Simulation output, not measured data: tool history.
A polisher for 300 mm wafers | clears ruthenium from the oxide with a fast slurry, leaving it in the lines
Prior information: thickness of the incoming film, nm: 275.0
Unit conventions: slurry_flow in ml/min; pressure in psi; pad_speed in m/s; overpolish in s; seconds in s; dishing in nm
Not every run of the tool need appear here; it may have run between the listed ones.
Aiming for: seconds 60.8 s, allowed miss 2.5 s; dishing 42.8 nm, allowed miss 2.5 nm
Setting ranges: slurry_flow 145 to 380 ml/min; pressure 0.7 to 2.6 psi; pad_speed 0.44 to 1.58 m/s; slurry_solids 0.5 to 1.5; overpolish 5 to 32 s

run,hour,slurry_flow,pressure,pad_speed,slurry_solids,overpolish,seconds,dishing
1,0,245,1.6,1,1,16,134.36,28.186
2,2.9,245,1.9,1.04,1,14,110.29,31.129
3,5.1,245,2.1,1.1,1,12,93.517,31.121
4,8.1,245,2.3,1.14,1,12,85.014,34.234
5,15.9,245,2.4,1.2,1,12,76.328,37.708
6,24.4,245,2.6,1.2,1,12,72.495,39.497
7,30,245,2.6,1.26,1,12,68.496,41.873
8,34.5,245,2.6,1.3,1,12,65.952,43.175
9,38,245,2.6,1.32,1,12,65.589,44.166
10,44.9,245,2.6,1.34,1,11,65.481,38.987
11,48.9,245,2.6,1.34,1,11,64.726,41.9
12,52.7,245,2.6,1.36,1,11,64.193,39.707

Which one of the following 4 next-run settings gets every result inside its allowed miss? There is exactly one.
A,56.5,255,2.4,1.34,1.05,12,?,?
B,56.5,230,2.6,1.4,1.05,11,?,?
C,56.5,165,2.6,1.52,0.85,12,?,?
D,56.5,250,2.5,1.44,0.85,11,?,?

move,seconds,dishing
A,68.791,42.431
B,61.908,43.156
C,67.561,43.141
D,69.379,38.845
A: moves away from the targets compared with the last run
B: every result within its allowed miss
C: moves away from the targets compared with the last run
D: moves away from the targets compared with the last run
Answer: B
